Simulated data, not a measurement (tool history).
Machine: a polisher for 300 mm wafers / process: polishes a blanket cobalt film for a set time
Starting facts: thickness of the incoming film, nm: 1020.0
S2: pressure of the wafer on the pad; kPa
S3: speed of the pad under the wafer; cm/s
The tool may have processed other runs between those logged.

{"run": 1, "day": 0.0, "flow of slurry (ml/min)": 305, "S2": 14.5, "S3": 88, "polishing time (s)": 46, "film removed (nm)": 202.36}
{"run": 2, "day": 0.054, "flow of slurry (ml/min)": 305, "S2": 15.9, "S3": 88, "polishing time (s)": 46, "film removed (nm)": 219.97}
{"run": 3, "day": 0.217, "flow of slurry (ml/min)": 230, "S2": 15.9, "S3": 88, "polishing time (s)": 46, "film removed (nm)": 209.89}
{"run": 4, "day": 0.329, "flow of slurry (ml/min)": 235, "S2": 17.2, "S3": 90, "polishing time (s)": 46, "film removed (nm)": 236.1}
{"run": 5, "day": 0.379, "flow of slurry (ml/min)": 185, "S2": 17.2, "S3": 90, "polishing time (s)": 46, "film removed (nm)": 227.83}
{"run": 6, "day": 0.408, "flow of slurry (ml/min)": 185, "S2": 17.2, "S3": 90, "polishing time (s)": 46, "film removed (nm)": 229.33}
{"run": 7, "day": 0.704, "flow of slurry (ml/min)": 190, "S2": 17.9, "S3": 92, "polishing time (s)": 46, "film removed (nm)": 241.87}
{"run": 8, "day": 0.8, "flow of slurry (ml/min)": 195, "S2": 18.6, "S3": 94, "polishing time (s)": 46, "film removed (nm)": 257.42}

The next listed run, before its measurement:
{"run": 9, "day": 1.058, "flow of slurry (ml/min)": 200, "S2": 19.3, "S3": 96, "polishing time (s)": 46, "film removed (nm)": "?"}

{"run 9": {"film removed (nm)": 269.88}}
